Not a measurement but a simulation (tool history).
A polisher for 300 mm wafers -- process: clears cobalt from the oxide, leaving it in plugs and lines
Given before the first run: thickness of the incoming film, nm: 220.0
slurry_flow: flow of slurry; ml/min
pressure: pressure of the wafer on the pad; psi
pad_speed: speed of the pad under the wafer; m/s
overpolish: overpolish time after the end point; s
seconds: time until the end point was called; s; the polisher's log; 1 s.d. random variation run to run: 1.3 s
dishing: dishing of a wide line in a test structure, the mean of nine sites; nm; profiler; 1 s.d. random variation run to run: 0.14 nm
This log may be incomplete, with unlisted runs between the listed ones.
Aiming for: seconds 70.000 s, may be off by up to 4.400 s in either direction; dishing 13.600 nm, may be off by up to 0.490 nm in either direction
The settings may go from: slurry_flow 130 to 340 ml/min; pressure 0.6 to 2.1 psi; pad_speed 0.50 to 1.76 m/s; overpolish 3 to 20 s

| run | day | slurry_flow | pressure | pad_speed | overpolish | seconds | dishing |
|---|---|---|---|---|---|---|---|
| 1 | 0.000 | 220 | 1.3 | 1.12 | 10 | 70.095 | 20.802 |
| 2 | 0.225 | 220 | 1.3 | 1.12 | 8 | 70.352 | 18.160 |
| 3 | 0.558 | 220 | 1.3 | 1.12 | 11 | 68.898 | 21.819 |
| 4 | 0.892 | 260 | 1.3 | 1.12 | 11 | 67.955 | 21.771 |
| 5 | 1.171 | 215 | 1.3 | 1.12 | 11 | 70.407 | 21.775 |
| 6 | 1.525 | 215 | 1.3 | 1.02 | 11 | 75.740 | 20.697 |
| 7 | 1.579 | 220 | 1.4 | 1.00 | 9 | 72.239 | 19.344 |
| 8 | 1.921 | 240 | 1.4 | 1.04 | 7 | 68.701 | 17.160 |
| 9 | 2.179 | 245 | 1.4 | 1.04 | 6 | 69.159 | 15.593 |
| 10 | 2.229 | 250 | 1.4 | 1.04 | 4 | 66.522 | 11.940 |

Pick the move, out of 5, that brings all results within their allowed miss; only one does.
| A | 2.279 | 230 | 1.5 | 1.18 | 4 | ? | ? |
| B | 2.279 | 275 | 1.8 | 0.88 | 5 | ? | ? |
| C | 2.279 | 250 | 1.7 | 1.00 | 3 | ? | ? |
| D | 2.279 | 250 | 1.9 | 0.80 | 5 | ? | ? |
| E | 2.279 | 240 | 1.6 | 0.88 | 5 | ? | ? |

| move | seconds | dishing |
|---|---|---|
| A | 58.810 | 13.189 |
| B | 61.309 | 14.971 |
| C | 59.138 | 10.575 |
| D | 63.321 | 14.650 |
| E | 69.662 | 13.718 |
A: brings the result that was furthest off to its target, and leaves another outside
B: takes the result that was furthest off past its target
C: lands further from the targets than the last run did
D: takes the result that was furthest off past its target
E: all results in spec
Go with E: it meets all targets.
